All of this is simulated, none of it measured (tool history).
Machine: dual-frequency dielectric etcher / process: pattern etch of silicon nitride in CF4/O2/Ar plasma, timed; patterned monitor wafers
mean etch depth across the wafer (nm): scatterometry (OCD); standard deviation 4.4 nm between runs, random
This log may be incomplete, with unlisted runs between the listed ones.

run	day	source power (kW)	bias power (kW)	Ar flow (sccm)	CF4 flow (sccm)	etch time (s)	mean etch depth across the wafer (nm)
1	0	0.38	0.067	133	133	357	607.25
2	0.262	0.38	0.067	133	133	357	616.14
3	0.529	0.4	0.067	133	133	357	643.67
4	0.825	0.4	0.067	133	115	357	627.85
5	0.942	0.41	0.067	133	115	357	648.63
6	1.25	0.44	0.067	133	115	357	686.41
7	1.479	0.45	0.067	133	115	357	715.39

Run 8, settings as shown, results not yet in. Your forecast:
8	1.692	0.47	0.067	133	115	357	?

Run 8 came out at mean etch depth across the wafer (nm) 737.12.
